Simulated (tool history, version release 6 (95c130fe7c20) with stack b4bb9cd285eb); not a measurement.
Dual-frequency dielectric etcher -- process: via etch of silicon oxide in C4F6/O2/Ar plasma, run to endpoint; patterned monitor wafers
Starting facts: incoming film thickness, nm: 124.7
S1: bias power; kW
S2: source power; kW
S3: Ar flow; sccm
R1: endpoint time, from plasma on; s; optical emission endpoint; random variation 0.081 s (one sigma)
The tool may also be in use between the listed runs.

{"run": 1, "hour": 0.0, "S1": 0.435, "S2": 0.4, "S3": 358, "R1": 27.358}
{"run": 2, "hour": 6.7, "S1": 0.435, "S2": 0.4, "S3": 402, "R1": 27.737}
{"run": 3, "hour": 15.5, "S1": 0.435, "S2": 0.34, "S3": 402, "R1": 29.748}
{"run": 4, "hour": 24.6, "S1": 0.435, "S2": 0.4, "S3": 402, "R1": 27.387}
{"run": 5, "hour": 29.5, "S1": 0.452, "S2": 0.4, "S3": 402, "R1": 27.079}
{"run": 6, "hour": 31.8, "S1": 0.452, "S2": 0.35, "S3": 402, "R1": 28.628}
{"run": 7, "hour": 32.5, "S1": 0.471, "S2": 0.35, "S3": 402, "R1": 28.365}
{"run": 8, "hour": 39.1, "S1": 0.488, "S2": 0.35, "S3": 401, "R1": 27.946}
{"run": 9, "hour": 44.9, "S1": 0.503, "S2": 0.35, "S3": 400, "R1": 27.512}

Forecast run 10:
{"run": 10, "hour": 48.7, "S1": 0.503, "S2": 0.35, "S3": 400, "R1": "?"}

R1: 27.668 s
